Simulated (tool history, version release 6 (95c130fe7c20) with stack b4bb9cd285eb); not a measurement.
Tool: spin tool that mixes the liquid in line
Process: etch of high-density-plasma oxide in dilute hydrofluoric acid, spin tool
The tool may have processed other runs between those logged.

| run | hour | temperature setpoint of the liquid (C) | parts of water to one part of 49 % hydrofluoric acid (parts by volume) | time under the liquid (s) | thickness taken off the high-density-plasma oxide on a monitor wafer (nm) |
|---|---|---|---|---|---|
| 1 | 0 | 24 | 200 | 315 | 10.268 |
| 2 | 5.9 | 24 | 200 | 315 | 10.308 |
| 3 | 11.7 | 24 | 225 | 315 | 8.9272 |
| 4 | 16.9 | 23 | 230 | 315 | 8.3431 |
| 5 | 25.7 | 22 | 235 | 315 | 7.8763 |
| 6 | 27.9 | 22 | 235 | 335 | 8.3193 |

The next listed run, before its measurement:
| 7 | 36.2 | 21.5 | 240 | 335 | ? |

Run 7 came out at thickness taken off the high-density-plasma oxide on a monitor wafer (nm) 7.9817.

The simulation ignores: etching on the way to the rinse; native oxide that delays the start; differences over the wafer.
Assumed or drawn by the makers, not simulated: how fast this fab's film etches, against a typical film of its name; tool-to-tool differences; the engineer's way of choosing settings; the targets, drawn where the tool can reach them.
